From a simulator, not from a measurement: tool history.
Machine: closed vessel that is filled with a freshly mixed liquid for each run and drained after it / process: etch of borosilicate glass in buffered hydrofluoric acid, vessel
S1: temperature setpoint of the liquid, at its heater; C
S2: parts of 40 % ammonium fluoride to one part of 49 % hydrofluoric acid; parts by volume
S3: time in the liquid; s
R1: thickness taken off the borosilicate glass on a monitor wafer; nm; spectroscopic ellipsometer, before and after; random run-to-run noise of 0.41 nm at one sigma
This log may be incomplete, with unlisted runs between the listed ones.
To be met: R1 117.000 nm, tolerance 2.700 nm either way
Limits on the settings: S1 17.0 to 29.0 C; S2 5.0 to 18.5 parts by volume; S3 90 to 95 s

Run 1, hour 0.0: S1 21.0 C, S2 11.5 parts by volume, S3 90 s. Result: R1 93.868 nm.
Run 2, hour 6.4: S1 21.0 C, S2 8.5 parts by volume, S3 90 s. Result: R1 123.140 nm.
Run 3, hour 9.4: S1 21.0 C, S2 8.5 parts by volume, S3 90 s. Result: R1 123.740 nm.
Run 4, hour 12.9: S1 21.0 C, S2 6.0 parts by volume, S3 90 s. Result: R1 175.890 nm.
Run 5, hour 16.6: S1 22.5 C, S2 6.0 parts by volume, S3 90 s. Result: R1 189.910 nm.
Run 6, hour 21.2: S1 21.0 C, S2 6.5 parts by volume, S3 90 s. Result: R1 163.690 nm.
Run 7, hour 27.8: S1 20.0 C, S2 6.5 parts by volume, S3 90 s. Result: R1 155.140 nm.
Run 8, hour 33.3: S1 19.0 C, S2 7.0 parts by volume, S3 90 s. Result: R1 137.930 nm.
Run 9, hour 35.6: S1 17.0 C, S2 7.5 parts by volume, S3 90 s. Result: R1 113.650 nm.

4 candidate next runs follow, results not yet known. Just one meets every target within its allowed miss. Identify it.
Run A, hour 37.9: S1 17.5 C, S2 7.5 parts by volume, S3 95 s. Result: R1 ?.
Run B, hour 37.9: S1 20.0 C, S2 8.5 parts by volume, S3 90 s. Result: R1 ?.
Run C, hour 37.9: S1 19.0 C, S2 7.5 parts by volume, S3 90 s. Result: R1 ?.
Run D, hour 37.9: S1 18.0 C, S2 7.5 parts by volume, S3 95 s. Result: R1 ?.

move       R1
   A  123.600
   B  116.970
   C  127.190
   D  127.070
A: takes the result that was furthest off past its target
B: in spec on every target
C: takes the result that was furthest off past its target
D: takes the result that was furthest off past its target
Answer: B

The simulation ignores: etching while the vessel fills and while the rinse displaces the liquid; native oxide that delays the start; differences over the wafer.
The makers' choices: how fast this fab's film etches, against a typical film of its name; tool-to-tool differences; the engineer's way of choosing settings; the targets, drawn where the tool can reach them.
